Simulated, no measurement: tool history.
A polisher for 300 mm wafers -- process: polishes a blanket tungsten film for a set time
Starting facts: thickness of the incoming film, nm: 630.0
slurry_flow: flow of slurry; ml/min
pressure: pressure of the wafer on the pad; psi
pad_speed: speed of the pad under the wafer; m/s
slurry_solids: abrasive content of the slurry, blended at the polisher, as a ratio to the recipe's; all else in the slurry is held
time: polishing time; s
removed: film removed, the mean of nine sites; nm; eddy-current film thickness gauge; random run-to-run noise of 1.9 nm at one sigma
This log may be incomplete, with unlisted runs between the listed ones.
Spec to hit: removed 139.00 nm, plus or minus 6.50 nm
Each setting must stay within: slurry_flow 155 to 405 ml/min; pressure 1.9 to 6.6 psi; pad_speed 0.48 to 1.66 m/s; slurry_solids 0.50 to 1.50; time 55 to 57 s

run  hour  slurry_flow  pressure  pad_speed  slurry_solids  time  removed
  1   0.0          260       4.2       1.06           1.00    55   262.10
  2   1.1          260       3.6       1.04           1.00    55   218.41
  3  10.0          260       3.2       1.04           1.00    55   194.84
  4  17.1          260       3.2       1.04           0.85    55   190.53
  5  22.2          260       2.9       1.04           0.85    55   169.20
  6  24.2          260       2.7       1.04           0.85    55   157.74
  7  30.8          260       2.6       1.04           0.85    55   149.27
  8  36.3          260       2.5       1.04           0.85    55   146.98

Next run, 4 choices. One meets every target within its allowed miss, the rest don't. Which?
  A  41.8          255       2.7       1.12           0.70    55        ?
  B  41.8          335       2.8       1.02           0.75    55        ?
  C  41.8          285       2.7       0.94           0.60    57        ?
  D  41.8          230       2.9       0.98           0.70    57        ?

move  removed
   A   162.55
   B   159.04
   C   139.75
   D   157.19
A: the biggest miss grows against the last run
B: the biggest miss grows against the last run
C: every result lands within tolerance
D: the biggest miss grows against the last run
The move that meets every target is C.
